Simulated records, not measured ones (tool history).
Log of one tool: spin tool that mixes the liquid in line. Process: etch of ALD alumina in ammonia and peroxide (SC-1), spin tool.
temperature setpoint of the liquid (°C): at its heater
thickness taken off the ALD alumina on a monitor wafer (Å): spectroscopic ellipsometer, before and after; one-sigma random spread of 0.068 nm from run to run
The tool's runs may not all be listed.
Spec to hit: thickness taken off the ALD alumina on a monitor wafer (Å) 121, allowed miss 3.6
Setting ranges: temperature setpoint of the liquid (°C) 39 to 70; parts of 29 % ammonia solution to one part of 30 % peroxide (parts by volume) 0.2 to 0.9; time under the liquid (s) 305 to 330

run    day  temperature setpoint of the liquid (°C)  parts of 29 % ammonia solution to one part of 30 % peroxide (parts by volume)  time under the liquid (s)  thickness taken off the ALD alumina on a monitor wafer (Å)
  1      0                                       55                                                                            0.5                        305                                                      177.11
  2  0.175                                     58.5                                                                            0.5                        305                                                      213.04
  3  0.529                                     64.5                                                                            0.5                        305                                                      290.26
  4  0.883                                       58                                                                            0.5                        305                                                      207.52
  5   0.95                                       58                                                                            0.5                        330                                                      227.03
  6  1.129                                       56                                                                            0.5                        330                                                      202.14
  7  1.312                                     54.5                                                                            0.5                        330                                                      186.46
  8  1.429                                       53                                                                            0.5                        330                                                      172.46
  9  1.562                                       45                                                                            0.5                        330                                                      110.13

Exactly one of the 5 candidate moves below puts every result within its allowed miss. Which one?
  A  1.696                                       45                                                                           0.45                        305                                                           ?
  B  1.696                                     45.5                                                                           0.75                        315                                                           ?
  C  1.696                                       44                                                                            0.5                        330                                                           ?
  D  1.696                                     47.5                                                                           0.45                        315                                                           ?
  E  1.696                                       43                                                                            0.5                        325                                                           ?

move  thickness taken off the ALD alumina on a monitor wafer (Å)
   A                                                      101.82
   B                                                      113.58
   C                                                      105.09
   D                                                       121.1
   E                                                      97.712
A: misses by more than the last run did
B: better than the last run, though not everything is in spec
C: misses by more than the last run did
D: all results in spec
E: misses by more than the last run did
D is the move that brings every result within its allowed miss.
